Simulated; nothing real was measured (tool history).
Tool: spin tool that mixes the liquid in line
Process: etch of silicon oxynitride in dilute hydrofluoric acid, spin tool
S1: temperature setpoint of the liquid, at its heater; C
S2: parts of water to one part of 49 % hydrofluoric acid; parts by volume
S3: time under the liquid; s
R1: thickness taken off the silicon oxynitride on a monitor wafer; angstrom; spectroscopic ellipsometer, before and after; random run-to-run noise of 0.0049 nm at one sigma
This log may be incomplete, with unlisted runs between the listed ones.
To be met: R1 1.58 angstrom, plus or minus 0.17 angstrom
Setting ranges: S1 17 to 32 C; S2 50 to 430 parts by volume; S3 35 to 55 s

Run 1, hour 0: S1 24 C, S2 240 parts by volume, S3 55 s. Result: R1 2.5379 angstrom.
Run 2, hour 7.4: S1 24 C, S2 170 parts by volume, S3 55 s. Result: R1 3.9116 angstrom.
Run 3, hour 9: S1 21.5 C, S2 170 parts by volume, S3 55 s. Result: R1 3.4204 angstrom.
Run 4, hour 12.3: S1 24.5 C, S2 170 parts by volume, S3 55 s. Result: R1 4.1008 angstrom.
At hour 13.3: hydrofluoric acid flow meter replaced.
Run 5, hour 13.3: S1 24.5 C, S2 255 parts by volume, S3 55 s. Result: R1 2.8148 angstrom.
Run 6, hour 18.9: S1 23.5 C, S2 265 parts by volume, S3 55 s. Result: R1 2.5068 angstrom.
Run 7, hour 20.7: S1 23.5 C, S2 265 parts by volume, S3 55 s. Result: R1 2.5708 angstrom.
Run 8, hour 29.1: S1 23 C, S2 280 parts by volume, S3 55 s. Result: R1 2.4561 angstrom.
Run 9, hour 32.5: S1 23 C, S2 300 parts by volume, S3 50 s. Result: R1 2.0278 angstrom.
Run 10, hour 34.9: S1 22.5 C, S2 305 parts by volume, S3 50 s. Result: R1 2.0114 angstrom.
Run 11, hour 35.8: S1 22.5 C, S2 315 parts by volume, S3 50 s. Result: R1 1.9146 angstrom.

5 candidate next runs follow, results not yet known. Just one meets every target within its allowed miss. Identify it.
Run A, hour 36.7: S1 21 C, S2 380 parts by volume, S3 55 s. Result: R1 ?.
Run B, hour 36.7: S1 22.5 C, S2 315 parts by volume, S3 35 s. Result: R1 ?.
Run C, hour 36.7: S1 24 C, S2 325 parts by volume, S3 35 s. Result: R1 ?.
Run D, hour 36.7: S1 20 C, S2 260 parts by volume, S3 55 s. Result: R1 ?.
Run E, hour 36.7: S1 23.5 C, S2 330 parts by volume, S3 35 s. Result: R1 ?.

move      R1
   A  1.5526
   B  1.3221
   C  1.3566
   D  2.3348
   E   1.304
A: each result inside its tolerance
B: the result that was furthest off in the last run now lies on the other side of its target
C: the result that was furthest off in the last run now lies on the other side of its target
D: its largest miss is bigger than the last run's
E: the result that was furthest off in the last run now lies on the other side of its target
A meets every target.
